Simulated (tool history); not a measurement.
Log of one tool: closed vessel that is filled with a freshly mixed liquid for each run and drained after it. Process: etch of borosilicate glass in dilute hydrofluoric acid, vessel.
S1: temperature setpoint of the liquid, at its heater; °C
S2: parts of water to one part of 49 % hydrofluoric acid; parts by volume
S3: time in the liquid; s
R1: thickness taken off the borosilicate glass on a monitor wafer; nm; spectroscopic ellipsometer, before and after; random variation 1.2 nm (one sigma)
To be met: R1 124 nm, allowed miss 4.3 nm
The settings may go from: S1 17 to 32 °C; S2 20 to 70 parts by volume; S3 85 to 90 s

run 1 day=0 | S1=24 S2=40 S3=85 | R1=73.694
run 2 day=0.221 | S1=26 S2=40 S3=85 | R1=78.742
run 3 day=0.517 | S1=22.5 S2=40 S3=85 | R1=69.835
run 4 day=0.704 | S1=23.5 S2=40 S3=85 | R1=72.175
run 5 day=0.754 | S1=24.5 S2=40 S3=85 | R1=75.079
run 6 day=0.983 | S1=23 S2=40 S3=85 | R1=70.931
run 7 day=1.271 | S1=24 S2=40 S3=85 | R1=74.806
run 8 day=1.583 | S1=24.5 S2=40 S3=85 | R1=74.14
run 9 day=1.971 | S1=25 S2=40 S3=85 | R1=76.309
run 10 day=2.254 | S1=25.5 S2=40 S3=85 | R1=79.647
run 11 day=2.575 | S1=26 S2=40 S3=85 | R1=79.063
run 12 day=2.767 | S1=26.5 S2=40 S3=85 | R1=80.788
run 13 day=2.983 | S1=27 S2=40 S3=85 | R1=83.821
run 14 day=3.046 | S1=27.5 S2=40 S3=85 | R1=84.011
run 15 day=3.112 | S1=28 S2=40 S3=85 | R1=86.63
run 16 day=3.362 | S1=28.5 S2=40 S3=85 | R1=89.144

4 next moves are on the table. One of them brings every result within its allowed miss. Which?
run A day=3.612 | S1=29.5 S2=35 S3=90 | R1=?
run B day=3.612 | S1=30 S2=30 S3=90 | R1=?
run C day=3.612 | S1=26.5 S2=30 S3=90 | R1=?
run D day=3.612 | S1=32 S2=35 S3=90 | R1=?

move=A R1=113.81
move=B R1=136.52
move=C R1=118.46
move=D R1=125.65
A: nearer than the last run, and not there yet
B: takes the result that was furthest off past its target
C: nearer than the last run, and not there yet
D: meets every target
Answer: D
